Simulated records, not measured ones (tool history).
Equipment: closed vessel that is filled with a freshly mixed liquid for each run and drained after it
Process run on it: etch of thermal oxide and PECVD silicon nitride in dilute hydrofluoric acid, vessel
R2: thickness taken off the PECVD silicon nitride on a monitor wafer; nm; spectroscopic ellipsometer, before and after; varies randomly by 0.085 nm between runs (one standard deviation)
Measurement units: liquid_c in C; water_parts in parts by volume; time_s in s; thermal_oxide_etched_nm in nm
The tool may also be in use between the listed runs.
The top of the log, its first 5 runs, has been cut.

{"run": 6, "hour": 22.9, "liquid_c": 22.5, "water_parts": 50, "time_s": 205, "thermal_oxide_etched_nm": 19.469, "R2": 8.253}
{"run": 7, "hour": 26.0, "liquid_c": 23.0, "water_parts": 50, "time_s": 205, "thermal_oxide_etched_nm": 19.863, "R2": 8.6171}
{"run": 8, "hour": 27.0, "liquid_c": 25.0, "water_parts": 40, "time_s": 200, "thermal_oxide_etched_nm": 26.842, "R2": 12.052}
{"run": 9, "hour": 36.3, "liquid_c": 24.5, "water_parts": 45, "time_s": 205, "thermal_oxide_etched_nm": 23.927, "R2": 10.462}
{"run": 10, "hour": 41.1, "liquid_c": 25.0, "water_parts": 50, "time_s": 205, "thermal_oxide_etched_nm": 21.572, "R2": 9.7329}
{"run": 11, "hour": 47.8, "liquid_c": 25.5, "water_parts": 45, "time_s": 205, "thermal_oxide_etched_nm": 24.524, "R2": 11.132}
{"run": 12, "hour": 48.8, "liquid_c": 25.5, "water_parts": 45, "time_s": 205, "thermal_oxide_etched_nm": 24.541, "R2": 11.32}
{"run": 13, "hour": 56.5, "liquid_c": 25.0, "water_parts": 45, "time_s": 205, "thermal_oxide_etched_nm": 24.127, "R2": 10.628}
{"run": 14, "hour": 62.2, "liquid_c": 25.5, "water_parts": 50, "time_s": 205, "thermal_oxide_etched_nm": 22.098, "R2": 10.07}
{"run": 15, "hour": 65.8, "liquid_c": 25.5, "water_parts": 45, "time_s": 205, "thermal_oxide_etched_nm": 24.725, "R2": 11.341}

For run 16, what comes out?
{"run": 16, "hour": 70.7, "liquid_c": 25.0, "water_parts": 45, "time_s": 205, "thermal_oxide_etched_nm": "?", "R2": "?"}

{"run 16": {"thermal_oxide_etched_nm": 24.177, "R2": 10.923}}

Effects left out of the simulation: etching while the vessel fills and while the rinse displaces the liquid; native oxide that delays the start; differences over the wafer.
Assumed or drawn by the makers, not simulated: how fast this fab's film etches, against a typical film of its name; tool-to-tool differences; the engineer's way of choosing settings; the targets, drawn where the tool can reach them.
